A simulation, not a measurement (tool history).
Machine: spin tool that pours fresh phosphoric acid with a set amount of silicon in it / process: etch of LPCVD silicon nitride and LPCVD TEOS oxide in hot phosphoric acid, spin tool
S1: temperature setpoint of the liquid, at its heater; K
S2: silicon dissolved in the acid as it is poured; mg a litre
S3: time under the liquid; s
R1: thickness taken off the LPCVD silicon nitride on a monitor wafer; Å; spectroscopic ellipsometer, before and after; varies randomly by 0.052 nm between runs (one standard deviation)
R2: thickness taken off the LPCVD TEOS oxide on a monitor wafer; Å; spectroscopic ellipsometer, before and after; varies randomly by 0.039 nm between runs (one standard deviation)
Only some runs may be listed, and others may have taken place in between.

run 1 hour=0.0 | S1=434.15 S2=12.0 S3=60 | R1=59.837 R2=2.2692
run 2 hour=5.7 | S1=435.65 S2=10.0 S3=60 | R1=62.708 R2=3.0492
run 3 hour=7.7 | S1=435.65 S2=10.0 S3=40 | R1=41.994 R2=2.2978
run 4 hour=15.0 | S1=436.15 S2=11.0 S3=50 | R1=52.738 R2=2.6611
run 5 hour=16.3 | S1=436.15 S2=11.0 S3=35 | R1=37.431 R2=1.7210
run 6 hour=17.3 | S1=436.65 S2=11.0 S3=45 | R1=49.593 R2=2.3746
run 7 hour=22.8 | S1=437.65 S2=10.5 S3=50 | R1=56.866 R2=2.3697
run 8 hour=26.2 | S1=438.15 S2=8.0 S3=55 | R1=63.154 R2=2.9662

Forecast run 9:
run 9 hour=33.2 | S1=438.15 S2=6.5 S3=55 | R1=? R2=?

Run 9 gave R1 63.124 Å, R2 3.4789 Å.
